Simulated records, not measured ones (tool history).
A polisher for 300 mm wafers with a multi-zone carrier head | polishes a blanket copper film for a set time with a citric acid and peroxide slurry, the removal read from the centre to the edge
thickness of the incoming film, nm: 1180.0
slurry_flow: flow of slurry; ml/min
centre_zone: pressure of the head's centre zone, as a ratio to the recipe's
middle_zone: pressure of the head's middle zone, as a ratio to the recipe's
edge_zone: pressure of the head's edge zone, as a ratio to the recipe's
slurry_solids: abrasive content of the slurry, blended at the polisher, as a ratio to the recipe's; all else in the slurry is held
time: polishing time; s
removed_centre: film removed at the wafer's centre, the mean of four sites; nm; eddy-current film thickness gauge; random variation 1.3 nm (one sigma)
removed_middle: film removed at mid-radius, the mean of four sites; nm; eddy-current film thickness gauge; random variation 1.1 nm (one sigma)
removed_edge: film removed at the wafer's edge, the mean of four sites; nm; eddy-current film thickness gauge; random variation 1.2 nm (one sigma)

{"run": 1, "day": 0.0, "slurry_flow": 180, "centre_zone": 1.0, "middle_zone": 1.0, "edge_zone": 1.0, "slurry_solids": 1.0, "time": 41, "removed_centre": 65.292, "removed_middle": 67.671, "removed_edge": 65.717}
{"run": 2, "day": 0.283, "slurry_flow": 190, "centre_zone": 1.03, "middle_zone": 1.04, "edge_zone": 1.01, "slurry_solids": 1.1, "time": 42, "removed_centre": 69.998, "removed_middle": 72.719, "removed_edge": 67.862}
{"run": 3, "day": 0.317, "slurry_flow": 195, "centre_zone": 1.05, "middle_zone": 1.06, "edge_zone": 1.01, "slurry_solids": 1.2, "time": 44, "removed_centre": 79.18, "removed_middle": 78.959, "removed_edge": 73.997}
{"run": 4, "day": 0.512, "slurry_flow": 200, "centre_zone": 1.06, "middle_zone": 1.09, "edge_zone": 1.01, "slurry_solids": 1.25, "time": 44, "removed_centre": 80.948, "removed_middle": 83.405, "removed_edge": 74.336}
{"run": 5, "day": 0.75, "slurry_flow": 200, "centre_zone": 1.06, "middle_zone": 1.09, "edge_zone": 0.95, "slurry_solids": 1.25, "time": 44, "removed_centre": 79.439, "removed_middle": 81.085, "removed_edge": 72.238}
{"run": 6, "day": 0.8, "slurry_flow": 205, "centre_zone": 1.07, "middle_zone": 1.11, "edge_zone": 0.97, "slurry_solids": 1.3, "time": 44, "removed_centre": 82.344, "removed_middle": 81.824, "removed_edge": 72.861}
{"run": 7, "day": 1.046, "slurry_flow": 210, "centre_zone": 1.07, "middle_zone": 1.13, "edge_zone": 0.99, "slurry_solids": 1.35, "time": 44, "removed_centre": 82.723, "removed_middle": 87.302, "removed_edge": 75.639}
{"run": 8, "day": 1.25, "slurry_flow": 215, "centre_zone": 1.08, "middle_zone": 1.14, "edge_zone": 1.0, "slurry_solids": 1.4, "time": 44, "removed_centre": 84.96, "removed_middle": 87.201, "removed_edge": 77.967}
{"run": 9, "day": 1.579, "slurry_flow": 220, "centre_zone": 1.09, "middle_zone": 1.15, "edge_zone": 1.0, "slurry_solids": 1.4, "time": 44, "removed_centre": 86.521, "removed_middle": 87.738, "removed_edge": 77.683}
{"run": 10, "day": 1.8, "slurry_flow": 220, "centre_zone": 1.09, "middle_zone": 1.16, "edge_zone": 1.0, "slurry_solids": 1.4, "time": 44, "removed_centre": 84.243, "removed_middle": 87.045, "removed_edge": 77.005}

The next listed run, before its measurement:
{"run": 11, "day": 2.042, "slurry_flow": 220, "centre_zone": 1.09, "middle_zone": 1.17, "edge_zone": 0.99, "slurry_solids": 1.4, "time": 45, "removed_centre": "?", "removed_middle": "?", "removed_edge": "?"}

Run 11 gave removed_centre 87.237 nm, removed_middle 91.199 nm, removed_edge 77.142 nm.

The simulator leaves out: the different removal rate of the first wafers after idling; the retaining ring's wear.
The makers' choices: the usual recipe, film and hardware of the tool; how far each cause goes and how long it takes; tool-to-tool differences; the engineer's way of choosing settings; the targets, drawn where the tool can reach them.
